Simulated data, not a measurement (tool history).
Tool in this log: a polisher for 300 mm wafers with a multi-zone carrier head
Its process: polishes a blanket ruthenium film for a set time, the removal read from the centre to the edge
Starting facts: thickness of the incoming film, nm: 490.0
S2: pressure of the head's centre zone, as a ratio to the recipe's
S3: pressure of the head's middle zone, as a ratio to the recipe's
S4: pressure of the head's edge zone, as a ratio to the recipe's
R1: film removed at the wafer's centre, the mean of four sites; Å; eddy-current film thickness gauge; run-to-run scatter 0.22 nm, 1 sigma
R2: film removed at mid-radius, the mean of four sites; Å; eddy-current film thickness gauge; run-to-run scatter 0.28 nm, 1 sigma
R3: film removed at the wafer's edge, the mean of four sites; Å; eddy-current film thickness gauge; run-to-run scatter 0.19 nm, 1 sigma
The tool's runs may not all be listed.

{"run": 1, "day": 0.0, "flow of slurry (ml/min)": 130, "S2": 1.0, "S3": 1.0, "S4": 1.0, "polishing time (s)": 53, "R1": 352.36, "R2": 369.16, "R3": 353.87}
{"run": 2, "day": 0.038, "flow of slurry (ml/min)": 130, "S2": 1.0, "S3": 1.0, "S4": 1.0, "polishing time (s)": 62, "R1": 415.98, "R2": 431.57, "R3": 412.05}
{"run": 3, "day": 0.329, "flow of slurry (ml/min)": 130, "S2": 1.0, "S3": 1.0, "S4": 1.0, "polishing time (s)": 75, "R1": 491.19, "R2": 519.32, "R3": 499.73}
{"run": 4, "day": 0.567, "flow of slurry (ml/min)": 105, "S2": 1.0, "S3": 1.0, "S4": 1.0, "polishing time (s)": 75, "R1": 470.11, "R2": 478.62, "R3": 476.55}
{"run": 5, "day": 0.629, "flow of slurry (ml/min)": 105, "S2": 1.0, "S3": 1.0, "S4": 0.93, "polishing time (s)": 75, "R1": 464.43, "R2": 479.77, "R3": 466.94}
{"run": 6, "day": 0.704, "flow of slurry (ml/min)": 105, "S2": 0.98, "S3": 1.0, "S4": 0.92, "polishing time (s)": 69, "R1": 421.63, "R2": 450.26, "R3": 424.78}
{"run": 7, "day": 0.912, "flow of slurry (ml/min)": 100, "S2": 0.96, "S3": 0.99, "S4": 0.92, "polishing time (s)": 64, "R1": 370.6, "R2": 404.78, "R3": 386.57}
{"run": 8, "day": 1.262, "flow of slurry (ml/min)": 100, "S2": 0.95, "S3": 0.98, "S4": 0.91, "polishing time (s)": 61, "R1": 352.56, "R2": 378.64, "R3": 372.92}
{"run": 9, "day": 1.633, "flow of slurry (ml/min)": 100, "S2": 0.95, "S3": 0.98, "S4": 0.9, "polishing time (s)": 58, "R1": 335.71, "R2": 366.79, "R3": 348.64}
{"run": 10, "day": 1.967, "flow of slurry (ml/min)": 90, "S2": 0.87, "S3": 0.88, "S4": 0.85, "polishing time (s)": 44, "R1": 225.36, "R2": 246.86, "R3": 251.46}

Predict the results of run 11:
{"run": 11, "day": 1.996, "flow of slurry (ml/min)": 95, "S2": 0.87, "S3": 0.88, "S4": 0.85, "polishing time (s)": 44, "R1": "?", "R2": "?", "R3": "?"}

{"run 11": {"R1": 225.88, "R2": 253.93, "R3": 254.27}}

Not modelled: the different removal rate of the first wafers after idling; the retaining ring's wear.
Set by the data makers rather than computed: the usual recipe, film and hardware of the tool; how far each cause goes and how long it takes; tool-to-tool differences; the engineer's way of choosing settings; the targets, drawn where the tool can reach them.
